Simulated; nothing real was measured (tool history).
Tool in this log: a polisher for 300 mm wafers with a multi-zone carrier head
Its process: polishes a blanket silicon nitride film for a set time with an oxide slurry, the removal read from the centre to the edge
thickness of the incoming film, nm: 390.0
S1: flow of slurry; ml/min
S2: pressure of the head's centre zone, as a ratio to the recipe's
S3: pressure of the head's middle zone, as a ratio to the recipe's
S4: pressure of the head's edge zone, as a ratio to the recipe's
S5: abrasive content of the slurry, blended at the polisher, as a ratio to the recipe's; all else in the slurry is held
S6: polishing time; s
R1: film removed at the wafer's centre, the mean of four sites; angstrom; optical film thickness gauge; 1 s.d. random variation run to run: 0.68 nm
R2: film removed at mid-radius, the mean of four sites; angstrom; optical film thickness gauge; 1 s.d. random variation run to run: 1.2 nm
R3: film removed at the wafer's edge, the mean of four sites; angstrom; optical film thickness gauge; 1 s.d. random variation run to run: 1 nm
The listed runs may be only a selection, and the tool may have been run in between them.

Run 1, hour 0: S1 230 ml/min, S2 1, S3 1, S4 1, S5 1, S6 80 s. Result: R1 692.11 angstrom, R2 698.97 angstrom, R3 689.76 angstrom.
Run 2, hour 1.3: S1 240 ml/min, S2 1.03, S3 1.01, S4 1.01, S5 1.05, S6 80 s. Result: R1 728.35 angstrom, R2 720.38 angstrom, R3 700.9 angstrom.
Run 3, hour 3.6: S1 245 ml/min, S2 1.05, S3 1.01, S4 1.02, S5 1.1, S6 80 s. Result: R1 759.8 angstrom, R2 747.8 angstrom, R3 723.59 angstrom.
Run 4, hour 10.4: S1 250 ml/min, S2 1.07, S3 1, S4 1.02, S5 1.15, S6 80 s. Result: R1 793.46 angstrom, R2 745.09 angstrom, R3 732.96 angstrom.
Run 5, hour 19.4: S1 255 ml/min, S2 1.09, S3 1, S4 1.03, S5 1.2, S6 80 s. Result: R1 819.13 angstrom, R2 720.71 angstrom, R3 752.64 angstrom.
Run 6, hour 20.1: S1 255 ml/min, S2 1.09, S3 1.07, S4 1.03, S5 1.2, S6 80 s. Result: R1 813.89 angstrom, R2 789.16 angstrom, R3 737.71 angstrom.
Run 7, hour 21.4: S1 260 ml/min, S2 1.1, S3 1.07, S4 1.03, S5 1.25, S6 80 s. Result: R1 841.02 angstrom, R2 800.85 angstrom, R3 767.2 angstrom.

Expected results for the next run?
Run 8, hour 28.2: S1 265 ml/min, S2 1.11, S3 1.07, S4 1.03, S5 1.25, S6 80 s. Result: R1 ?, R2 ?, R3 ?.

R1: 851.21 angstrom
R2: 825.3 angstrom
R3: 748.91 angstrom
